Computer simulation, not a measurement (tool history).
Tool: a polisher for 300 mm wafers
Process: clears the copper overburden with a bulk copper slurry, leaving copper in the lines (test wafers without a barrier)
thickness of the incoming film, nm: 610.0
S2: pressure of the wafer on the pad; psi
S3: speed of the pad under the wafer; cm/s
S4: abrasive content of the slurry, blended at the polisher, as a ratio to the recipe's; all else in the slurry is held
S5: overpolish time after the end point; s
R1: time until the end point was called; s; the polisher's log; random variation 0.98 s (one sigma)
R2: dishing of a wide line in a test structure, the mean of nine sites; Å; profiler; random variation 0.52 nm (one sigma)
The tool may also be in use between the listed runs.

{"run": 1, "hour": 0.0, "flow of slurry (ml/min)": 180, "S2": 1.7, "S3": 108, "S4": 1.0, "S5": 12, "R1": 89.91, "R2": 454.95}
{"run": 2, "hour": 6.6, "flow of slurry (ml/min)": 180, "S2": 1.7, "S3": 108, "S4": 1.1, "S5": 12, "R1": 91.737, "R2": 457.65}
{"run": 3, "hour": 13.1, "flow of slurry (ml/min)": 180, "S2": 1.7, "S3": 98, "S4": 1.1, "S5": 12, "R1": 98.553, "R2": 411.32}
{"run": 4, "hour": 20.0, "flow of slurry (ml/min)": 180, "S2": 1.7, "S3": 120, "S4": 1.1, "S5": 12, "R1": 78.192, "R2": 481.97}
{"run": 5, "hour": 27.1, "flow of slurry (ml/min)": 185, "S2": 1.7, "S3": 122, "S4": 1.1, "S5": 11, "R1": 77.833, "R2": 457.96}
{"run": 6, "hour": 28.9, "flow of slurry (ml/min)": 185, "S2": 1.7, "S3": 122, "S4": 1.1, "S5": 10, "R1": 76.567, "R2": 437.9}

Forecast run 7:
{"run": 7, "hour": 31.1, "flow of slurry (ml/min)": 195, "S2": 1.9, "S3": 126, "S4": 1.1, "S5": 8, "R1": "?", "R2": "?"}

{"run 7": {"R1": 69.381, "R2": 416.33}}
